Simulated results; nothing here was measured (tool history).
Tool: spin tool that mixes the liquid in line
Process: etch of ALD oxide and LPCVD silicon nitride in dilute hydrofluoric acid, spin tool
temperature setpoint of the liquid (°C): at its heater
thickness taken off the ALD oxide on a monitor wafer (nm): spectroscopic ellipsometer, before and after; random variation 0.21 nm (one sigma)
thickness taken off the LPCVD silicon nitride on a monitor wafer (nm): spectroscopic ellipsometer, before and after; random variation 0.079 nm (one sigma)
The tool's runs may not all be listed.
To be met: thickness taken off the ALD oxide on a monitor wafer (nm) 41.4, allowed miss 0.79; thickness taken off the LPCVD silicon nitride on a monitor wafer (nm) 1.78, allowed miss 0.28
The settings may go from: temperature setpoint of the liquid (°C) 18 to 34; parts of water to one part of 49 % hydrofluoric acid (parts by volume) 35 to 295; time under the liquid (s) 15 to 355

run  hour  temperature setpoint of the liquid (°C)  parts of water to one part of 49 % hydrofluoric acid (parts by volume)  time under the liquid (s)  thickness taken off the ALD oxide on a monitor wafer (nm)  thickness taken off the LPCVD silicon nitride on a monitor wafer (nm)
  1     0                                       26                                                                     165                        180                                                     15.079                                                                0.58625
  2   7.3                                     28.5                                                                     135                        180                                                     20.932                                                                0.91878
  3   8.7                                     29.5                                                                     110                        180                                                     27.334                                                                 1.1292
  4  16.9                                     30.5                                                                     100                        180                                                     32.266                                                                 1.3383
  5  21.9                                     30.5                                                                      75                        180                                                     43.918                                                                 1.7761
  6  26.8                                     30.5                                                                      40                        180                                                     87.491                                                                 3.1228
     32.6  -- thermometer replaced
  7  32.6                                       31                                                                      55                        180                                                     69.511                                                                 2.8357
  8  36.6                                       31                                                                      65                        180                                                      57.89                                                                 2.4832
  9  40.7                                       27                                                                      80                        185                                                     40.397                                                                 1.5885
 10  49.5                                       28                                                                      85                        185                                                     39.348                                                                 1.7295
 11  56.4                                     28.5                                                                      85                        185                                                      40.05                                                                 1.6722

4 next moves are on the table. One of them brings every result within its allowed miss. Which?
  A  63.3                                     29.5                                                                     110                        245                                                          ?                                                                      ?
  B  63.3                                     31.5                                                                     135                        275                                                          ?                                                                      ?
  C  63.3                                       30                                                                     120                        250                                                          ?                                                                      ?
  D  63.3                                     28.5                                                                     120                        260                                                          ?                                                                      ?

move  thickness taken off the ALD oxide on a monitor wafer (nm)  thickness taken off the LPCVD silicon nitride on a monitor wafer (nm)
   A                                                     41.321                                                                 1.7228
   B                                                     39.283                                                                 1.7785
   C                                                     38.837                                                                 1.6614
   D                                                     38.203                                                                 1.5732
A: meets every target
B: further off than the last run
C: further off than the last run
D: further off than the last run
Answer: A
